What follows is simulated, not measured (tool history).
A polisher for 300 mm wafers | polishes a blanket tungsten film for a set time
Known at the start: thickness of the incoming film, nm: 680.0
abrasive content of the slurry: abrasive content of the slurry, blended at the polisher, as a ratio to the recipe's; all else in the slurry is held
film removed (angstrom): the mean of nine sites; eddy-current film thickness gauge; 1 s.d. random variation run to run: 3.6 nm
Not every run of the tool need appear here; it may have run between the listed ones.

run  hour  flow of slurry (ml/min)  pressure of the wafer on the pad (kPa)  speed of the pad under the wafer (m/s)  abrasive content of the slurry  polishing time (s)  film removed (angstrom)
  1     0                      155                                    17.2                                    1.14                               1                  82                     3000
  2   6.7                      160                                    17.9                                    1.14                               1                  82                   3099.4
  3  14.3                      160                                    17.9                                    1.14                               1                  86                   3234.3
  4    15                      160                                    20.7                                    1.14                               1                  86                   3748.4
  5  23.1                      160                                    20.7                                    1.14                             0.9                  86                   3673.5
  6  31.9                      160                                    20.7                                    1.14                            0.75                  86                   3524.8
  7  32.8                      165                                    21.4                                    1.14                            0.75                  86                   3650.7
  8  38.7                      165                                    22.1                                    1.14                            0.75                  86                   3749.5

Forecast run 9:
  9  46.4                      165                                    22.8                                    1.14                            0.75                  86                        ?

film removed (angstrom): 3875.2
